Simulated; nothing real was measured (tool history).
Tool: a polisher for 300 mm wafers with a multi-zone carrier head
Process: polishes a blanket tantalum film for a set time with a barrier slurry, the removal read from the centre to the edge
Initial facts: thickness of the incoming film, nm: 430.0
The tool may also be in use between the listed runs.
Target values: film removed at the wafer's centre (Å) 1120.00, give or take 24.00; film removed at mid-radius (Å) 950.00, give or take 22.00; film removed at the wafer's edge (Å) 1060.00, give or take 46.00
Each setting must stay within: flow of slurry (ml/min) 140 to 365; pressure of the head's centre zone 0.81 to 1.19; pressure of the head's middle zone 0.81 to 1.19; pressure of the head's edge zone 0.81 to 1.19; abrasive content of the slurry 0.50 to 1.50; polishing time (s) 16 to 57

| run | hour | flow of slurry (ml/min) | pressure of the head's centre zone | pressure of the head's middle zone | pressure of the head's edge zone | abrasive content of the slurry | polishing time (s) | film removed at the wafer's centre (Å) | film removed at mid-radius (Å) | film removed at the wafer's edge (Å) |
|---|---|---|---|---|---|---|---|---|---|---|
| 1 | 0.0 | 235 | 1.00 | 1.00 | 1.00 | 1.00 | 36 | 728.26 | 721.77 | 711.86 |
| 2 | 0.6 | 235 | 1.00 | 1.00 | 0.96 | 1.00 | 36 | 727.22 | 725.74 | 690.79 |
| 3 | 2.6 | 235 | 1.05 | 1.00 | 0.96 | 1.00 | 36 | 758.30 | 727.46 | 710.49 |
| 4 | 11.0 | 260 | 1.09 | 1.01 | 1.01 | 1.15 | 37 | 847.32 | 782.71 | 777.36 |
| 5 | 18.2 | 265 | 1.11 | 1.01 | 1.06 | 1.25 | 38 | 906.90 | 820.75 | 805.17 |
| 6 | 24.3 | 280 | 1.09 | 0.97 | 1.10 | 1.35 | 40 | 962.89 | 853.38 | 930.26 |
| 7 | 31.6 | 295 | 1.11 | 0.97 | 1.12 | 1.40 | 41 | 1023.90 | 903.90 | 935.54 |
|  | 37.7 | slurry nozzle cleaned |
| 8 | 37.7 | 280 | 1.11 | 0.96 | 1.13 | 1.45 | 42 | 1083.70 | 934.06 | 1002.10 |
| 9 | 41.3 | 275 | 1.11 | 0.96 | 1.14 | 1.45 | 42 | 1083.10 | 936.92 | 1015.80 |
| 10 | 44.0 | 270 | 1.11 | 0.96 | 1.15 | 1.45 | 42 | 1084.80 | 936.74 | 988.12 |
| 11 | 45.6 | 280 | 1.11 | 0.95 | 1.15 | 1.45 | 42 | 1089.00 | 934.38 | 1015.90 |

Which single option among these 4 for the next run brings every result within its allowed miss of target? Just one does.
| A | 47.2 | 270 | 1.09 | 0.92 | 1.11 | 1.50 | 44 | ? | ? | ? |
| B | 47.2 | 260 | 1.06 | 0.88 | 1.14 | 1.40 | 44 | ? | ? | ? |
| C | 47.2 | 235 | 1.01 | 0.90 | 1.19 | 1.35 | 49 | ? | ? | ? |
| D | 47.2 | 315 | 1.03 | 0.90 | 1.07 | 1.25 | 46 | ? | ? | ? |

| move | film removed at the wafer's centre (Å) | film removed at mid-radius (Å) | film removed at the wafer's edge (Å) |
|---|---|---|---|
| A | 1114.80 | 941.47 | 1070.60 |
| B | 1066.30 | 891.66 | 1067.80 |
| C | 1115.20 | 995.04 | 1198.10 |
| D | 1077.00 | 941.12 | 1066.70 |
A: all results in spec
B: moves away from the targets compared with the last run
C: brings the last run's worst result on target, with another outside its allowed miss
D: moves away from the targets compared with the last run
So the answer is move A, the one that meets all the targets.
